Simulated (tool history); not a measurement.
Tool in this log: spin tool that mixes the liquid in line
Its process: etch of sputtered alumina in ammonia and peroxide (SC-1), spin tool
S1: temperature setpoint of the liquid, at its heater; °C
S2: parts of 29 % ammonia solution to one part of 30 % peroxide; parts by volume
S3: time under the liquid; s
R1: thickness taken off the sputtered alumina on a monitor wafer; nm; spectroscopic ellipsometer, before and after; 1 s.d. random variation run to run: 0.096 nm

run  hour    S1    S2   S3      R1
  1   0.0  47.0  0.65  305  12.952
  2   7.3  45.5  0.65  305  12.172
  3   8.9  49.5  0.65  305  14.794
  4  15.9  49.5  0.65  325  15.823
  5  19.7  46.5  0.65  325  13.460
  6  20.8  46.5  0.65  305  12.420
  7  25.7  46.5  0.65  305  12.724
  8  29.1  45.0  0.65  305  11.842

Forecast run 9:
  9  35.6  44.0  0.65  305   ?

Run 9 measured R1 10.984 nm.

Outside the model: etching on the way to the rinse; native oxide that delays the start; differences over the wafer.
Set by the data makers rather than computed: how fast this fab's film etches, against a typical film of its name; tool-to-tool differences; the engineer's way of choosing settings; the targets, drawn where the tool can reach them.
